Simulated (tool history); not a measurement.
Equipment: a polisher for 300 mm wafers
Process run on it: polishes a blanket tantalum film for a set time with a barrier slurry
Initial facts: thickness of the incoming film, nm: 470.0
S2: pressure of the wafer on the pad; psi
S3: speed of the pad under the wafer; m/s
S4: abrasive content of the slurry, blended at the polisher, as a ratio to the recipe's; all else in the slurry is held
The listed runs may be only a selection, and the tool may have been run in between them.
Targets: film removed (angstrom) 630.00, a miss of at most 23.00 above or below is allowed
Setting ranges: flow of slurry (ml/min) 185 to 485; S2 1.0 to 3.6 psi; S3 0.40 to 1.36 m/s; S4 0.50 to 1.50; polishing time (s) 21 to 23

run 1 hour=0.0 | flow_of_slurry_(ml/min)=310 S2=2.3 S3=0.88 S4=1.00 polishing_time_(s)=23 | film_removed_(angstrom)=394.58
run 2 hour=8.6 | flow_of_slurry_(ml/min)=310 S2=2.3 S3=0.88 S4=1.15 polishing_time_(s)=23 | film_removed_(angstrom)=415.77
run 3 hour=10.0 | flow_of_slurry_(ml/min)=310 S2=2.3 S3=0.88 S4=1.35 polishing_time_(s)=23 | film_removed_(angstrom)=435.36
run 4 hour=12.7 | flow_of_slurry_(ml/min)=310 S2=2.3 S3=1.08 S4=1.35 polishing_time_(s)=23 | film_removed_(angstrom)=534.21
run 5 hour=17.9 | flow_of_slurry_(ml/min)=310 S2=2.3 S3=1.08 S4=1.35 polishing_time_(s)=23 | film_removed_(angstrom)=533.07
run 6 hour=20.4 | flow_of_slurry_(ml/min)=310 S2=2.4 S3=1.08 S4=1.35 polishing_time_(s)=23 | film_removed_(angstrom)=555.32
run 7 hour=21.9 | flow_of_slurry_(ml/min)=310 S2=2.5 S3=1.08 S4=1.35 polishing_time_(s)=23 | film_removed_(angstrom)=575.66
run 8 hour=23.1 | flow_of_slurry_(ml/min)=310 S2=2.6 S3=1.08 S4=1.35 polishing_time_(s)=23 | film_removed_(angstrom)=597.51

4 candidate next runs follow, results not yet known. Just one meets every target within its allowed miss. Identify it.
run A hour=24.3 | flow_of_slurry_(ml/min)=225 S2=2.8 S3=1.30 S4=1.10 polishing_time_(s)=23 | film_removed_(angstrom)=?
run B hour=24.3 | flow_of_slurry_(ml/min)=295 S2=2.4 S3=1.22 S4=1.40 polishing_time_(s)=23 | film_removed_(angstrom)=?
run C hour=24.3 | flow_of_slurry_(ml/min)=315 S2=2.9 S3=1.08 S4=1.45 polishing_time_(s)=23 | film_removed_(angstrom)=?
run D hour=24.3 | flow_of_slurry_(ml/min)=315 S2=3.3 S3=1.02 S4=1.40 polishing_time_(s)=22 | film_removed_(angstrom)=?

move=A film_removed_(angstrom)=703.21
move=B film_removed_(angstrom)=626.03
move=C film_removed_(angstrom)=679.27
move=D film_removed_(angstrom)=692.38
A: moves the result that the last run missed by most past its target, out the other side
B: in spec on every target
C: moves the result that the last run missed by most past its target, out the other side
D: moves the result that the last run missed by most past its target, out the other side
Correct choice: B, which meets every target
